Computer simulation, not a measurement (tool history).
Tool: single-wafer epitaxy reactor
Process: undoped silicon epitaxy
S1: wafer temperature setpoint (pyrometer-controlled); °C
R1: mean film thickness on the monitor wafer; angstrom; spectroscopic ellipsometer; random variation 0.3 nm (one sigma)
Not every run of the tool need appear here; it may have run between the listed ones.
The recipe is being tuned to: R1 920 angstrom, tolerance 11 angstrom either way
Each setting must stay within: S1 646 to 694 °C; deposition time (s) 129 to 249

Run 1, hour 0: S1 670 °C, deposition time (s) 189. Result: R1 563.83 angstrom.
Run 2, hour 8: S1 664 °C, deposition time (s) 189. Result: R1 488.85 angstrom.
Run 3, hour 14.5: S1 664 °C, deposition time (s) 162. Result: R1 418.34 angstrom.
Run 4, hour 19.2: S1 671 °C, deposition time (s) 162. Result: R1 498.05 angstrom.
Run 5, hour 21.9: S1 676 °C, deposition time (s) 164. Result: R1 561.07 angstrom.
Run 6, hour 27.8: S1 680 °C, deposition time (s) 167. Result: R1 633.43 angstrom.
Run 7, hour 30.9: S1 683 °C, deposition time (s) 168. Result: R1 678.58 angstrom.
Run 8, hour 36.3: S1 685 °C, deposition time (s) 170. Result: R1 719.24 angstrom.
Run 9, hour 42.1: S1 687 °C, deposition time (s) 171. Result: R1 756.33 angstrom.
Run 10, hour 45.7: S1 688 °C, deposition time (s) 172. Result: R1 772.45 angstrom.
Run 11, hour 49.7: S1 689 °C, deposition time (s) 174. Result: R1 802.99 angstrom.
At hour 56.6: pyrometer calibrated.
Run 12, hour 56.6: S1 690 °C, deposition time (s) 175. Result: R1 756.71 angstrom.
Run 13, hour 64.2: S1 691 °C, deposition time (s) 189. Result: R1 840.53 angstrom.
Run 14, hour 69.7: S1 692 °C, deposition time (s) 191. Result: R1 862.78 angstrom.
Run 15, hour 70.3: S1 692 °C, deposition time (s) 193. Result: R1 867.76 angstrom.
Run 16, hour 77.4: S1 694 °C, deposition time (s) 197. Result: R1 933.92 angstrom.

4 next moves are on the table. One of them brings every result within its allowed miss. Which?
Run A, hour 84.5: S1 692 °C, deposition time (s) 198. Result: R1 ?.
Run B, hour 84.5: S1 693 °C, deposition time (s) 198. Result: R1 ?.
Run C, hour 84.5: S1 692 °C, deposition time (s) 211. Result: R1 ?.
Run D, hour 84.5: S1 693 °C, deposition time (s) 193. Result: R1 ?.

move      R1
   A  895.57
   B     916
   C  954.37
   D  892.87
A: carries the result that was furthest off beyond its target, to the other side
B: in spec on every target
C: the biggest miss grows against the last run
D: carries the result that was furthest off beyond its target, to the other side
B is the move that brings every result within its allowed miss.

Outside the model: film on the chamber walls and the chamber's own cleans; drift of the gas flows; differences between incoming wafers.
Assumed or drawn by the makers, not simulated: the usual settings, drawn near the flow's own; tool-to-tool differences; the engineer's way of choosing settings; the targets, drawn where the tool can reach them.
